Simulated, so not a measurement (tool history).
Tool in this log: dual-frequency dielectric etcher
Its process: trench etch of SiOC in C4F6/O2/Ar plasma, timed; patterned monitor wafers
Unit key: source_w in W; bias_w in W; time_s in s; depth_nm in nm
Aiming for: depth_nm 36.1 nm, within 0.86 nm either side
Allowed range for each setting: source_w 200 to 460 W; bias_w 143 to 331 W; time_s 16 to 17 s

run 1 hour=0 | source_w=330 bias_w=237 time_s=16 | depth_nm=32.831
run 2 hour=8.3 | source_w=330 bias_w=197 time_s=16 | depth_nm=30.733
run 3 hour=9.6 | source_w=360 bias_w=205 time_s=16 | depth_nm=31.956
run 4 hour=15.7 | source_w=390 bias_w=205 time_s=16 | depth_nm=33.069
run 5 hour=20.2 | source_w=390 bias_w=205 time_s=17 | depth_nm=35.041
run 6 hour=21.2 | source_w=390 bias_w=189 time_s=17 | depth_nm=34.242
run 7 hour=24.5 | source_w=390 bias_w=189 time_s=17 | depth_nm=34.14
run 8 hour=28.7 | source_w=400 bias_w=193 time_s=17 | depth_nm=34.561

Which of these 5 next moves meets every target?
run A hour=32.9 | source_w=410 bias_w=220 time_s=16 | depth_nm=?
run B hour=32.9 | source_w=340 bias_w=206 time_s=16 | depth_nm=?
run C hour=32.9 | source_w=460 bias_w=213 time_s=17 | depth_nm=?
run D hour=32.9 | source_w=400 bias_w=173 time_s=17 | depth_nm=?
run E hour=32.9 | source_w=430 bias_w=197 time_s=17 | depth_nm=?

move=A depth_nm=34.48
move=B depth_nm=31.47
move=C depth_nm=37.968
move=D depth_nm=33.987
move=E depth_nm=36.197
A: the biggest miss grows against the last run
B: the biggest miss grows against the last run
C: takes the biggest miss from the last run beyond its target
D: the biggest miss grows against the last run
E: meets every target
Move E is the one to make.

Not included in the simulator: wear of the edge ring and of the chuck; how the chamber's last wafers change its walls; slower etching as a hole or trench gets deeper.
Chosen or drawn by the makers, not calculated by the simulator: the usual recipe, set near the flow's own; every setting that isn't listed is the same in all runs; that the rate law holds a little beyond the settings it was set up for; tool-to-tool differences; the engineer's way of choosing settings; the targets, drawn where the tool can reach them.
